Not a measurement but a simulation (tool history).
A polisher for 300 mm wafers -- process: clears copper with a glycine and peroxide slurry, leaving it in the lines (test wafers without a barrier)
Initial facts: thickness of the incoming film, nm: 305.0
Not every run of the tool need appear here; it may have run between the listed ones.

run  hour  flow of slurry (ml/min)  pressure of the wafer on the pad (kPa)  speed of the pad under the wafer (cm/s)  overpolish time after the end point (s)  time until the end point was called (s)  dishing of a wide line in a test structure (nm)
  1   0.0                      320                                    15.2                                       94                                       19                                   84.580                                           30.589
  2   0.9                      320                                    16.5                                       96                                       18                                   80.115                                           30.311
  3   9.1                      320                                    17.9                                       98                                       17                                   74.306                                           29.684
  4   9.7                      320                                    17.9                                       98                                       23                                   74.485                                           34.221
  5  11.1                      320                                    18.6                                       98                                       22                                   74.537                                           33.188
  6  16.2                      395                                    18.6                                       98                                       22                                   74.174                                           35.318
  7  25.1                      390                                    19.3                                      100                                       21                                   69.540                                           33.282
  8  29.7                      390                                    19.3                                      100                                       21                                   69.557                                           32.804
     36.6  -- head pressure recalibrated
  9  36.6                      390                                    20.0                                      100                                       21                                   65.347                                           33.711
 10  43.5                      390                                    20.0                                      100                                       20                                   66.000                                           33.394

Run 11 has not been measured yet. What should we expect?
 11  46.8                      390                                    20.0                                      100                                       19                                        ?                                                ?

time until the end point was called (s): 65.464
dishing of a wide line in a test structure (nm): 34.834

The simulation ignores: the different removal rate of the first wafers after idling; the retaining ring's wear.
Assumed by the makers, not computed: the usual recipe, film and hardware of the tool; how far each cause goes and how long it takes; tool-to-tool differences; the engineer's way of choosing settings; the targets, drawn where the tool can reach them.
